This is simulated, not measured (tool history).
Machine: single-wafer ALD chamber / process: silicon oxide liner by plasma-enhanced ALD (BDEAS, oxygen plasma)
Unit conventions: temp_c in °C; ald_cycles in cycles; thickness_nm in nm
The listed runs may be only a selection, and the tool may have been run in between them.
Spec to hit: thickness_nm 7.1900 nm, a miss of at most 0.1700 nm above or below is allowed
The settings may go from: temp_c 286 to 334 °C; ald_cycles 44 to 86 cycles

run	hour	temp_c	ald_cycles	thickness_nm
1	0.0	310	65	6.0588
2	5.0	304	65	6.1398
3	6.8	304	58	5.4623
4	15.5	304	61	5.7528
5	18.7	296	61	5.9033
6	20.6	290	61	6.0441
7	26.0	289	63	6.2564
8	34.5	289	64	6.3821
9	35.9	289	65	6.4784
10	39.8	289	66	6.5972
11	42.3	289	67	6.6701
12	43.7	289	68	6.7774
13	51.7	289	69	6.8645
14	56.0	289	69	6.8680

Which of these 5 next moves meets every target?
A	60.3	286	67	?
B	60.3	286	71	?
C	60.3	288	66	?
D	60.3	286	64	?
E	60.3	291	68	?

move	thickness_nm
A	6.7410
B	7.1435
C	6.5883
D	6.4392
E	6.7076
A: its largest miss is bigger than the last run's
B: all results in spec
C: its largest miss is bigger than the last run's
D: its largest miss is bigger than the last run's
E: its largest miss is bigger than the last run's
Correct choice: B, which meets every target

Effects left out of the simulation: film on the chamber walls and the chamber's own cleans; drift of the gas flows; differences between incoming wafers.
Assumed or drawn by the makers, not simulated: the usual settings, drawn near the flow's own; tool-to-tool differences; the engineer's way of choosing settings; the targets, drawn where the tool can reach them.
